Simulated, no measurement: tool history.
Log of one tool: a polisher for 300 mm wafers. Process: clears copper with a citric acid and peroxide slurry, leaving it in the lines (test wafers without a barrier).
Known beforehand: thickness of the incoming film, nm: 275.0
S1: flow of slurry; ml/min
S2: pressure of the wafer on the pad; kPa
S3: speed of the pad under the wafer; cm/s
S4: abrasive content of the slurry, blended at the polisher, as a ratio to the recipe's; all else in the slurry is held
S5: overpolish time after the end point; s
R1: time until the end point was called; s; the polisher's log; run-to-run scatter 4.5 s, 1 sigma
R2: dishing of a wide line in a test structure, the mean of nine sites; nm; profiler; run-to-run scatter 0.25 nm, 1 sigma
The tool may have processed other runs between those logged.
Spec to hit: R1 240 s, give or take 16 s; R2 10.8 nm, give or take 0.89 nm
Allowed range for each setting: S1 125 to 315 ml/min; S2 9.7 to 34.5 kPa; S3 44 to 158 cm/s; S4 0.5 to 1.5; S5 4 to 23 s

run	hour	S1	S2	S3	S4	S5	R1	R2
1	0	205	22.1	100	1	12	135.9	18.755
2	3.8	245	22.1	100	1	12	134.57	18.826
3	11.8	245	19.3	98	1	12	151.16	16.086
4	15.2	245	19.3	98	1	9	155.78	12.157
5	17.1	245	22.8	98	1	9	135.83	14.676
6	21.1	215	22.8	98	1	9	135.47	14.217
7	29.5	220	16.5	90	1	13	202.54	14.012
8	35.3	220	12.4	88	1	11	266.74	8.8144
9	39.5	220	13.1	88	1	11	258.93	9.5457
10	43.3	220	15.2	88	1	12	226.53	11.708

Which one of the following 4 next-run settings gets every result inside its allowed miss? There is exactly one.
A	47.1	255	11	94	1	14	?	?
B	47.1	215	13.1	90	0.65	17	?	?
C	47.1	225	20.7	58	1.05	12	?	?
D	47.1	215	13.1	98	0.6	16	?	?

move	R1	R2
A	284.22	10.776
B	288.79	12.816
C	248.28	10.673
D	272.33	12.791
A: puts the biggest miss on target and leaves a different result outside tolerance
B: further off than the last run
C: every result lands within tolerance
D: further off than the last run
Answer: C
